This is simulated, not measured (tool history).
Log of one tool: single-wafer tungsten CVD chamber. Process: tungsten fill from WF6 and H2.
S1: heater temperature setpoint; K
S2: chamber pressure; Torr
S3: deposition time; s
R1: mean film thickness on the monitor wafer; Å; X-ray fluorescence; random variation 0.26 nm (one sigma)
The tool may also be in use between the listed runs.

run	hour	S1	S2	S3	R1
1	0	643.15	45.4	25	462.9
2	5.7	647.15	45.5	25	509.21
3	6.2	639.15	45.5	25	419.49
4	10.9	643.15	45.5	25	464.11
5	15.2	643.15	52.3	25	499.43
6	17.4	643.15	59.9	25	534.82
7	24.2	645.15	59.9	25	562.76
8	31.6	646.15	59.9	25	574.73

Forecast run 9:
# hour 35.1: capacitance manometer re-zeroed and calibrated
9	35.1	647.15	59.9	25	?

{"run 9": {"R1": 570.49}}
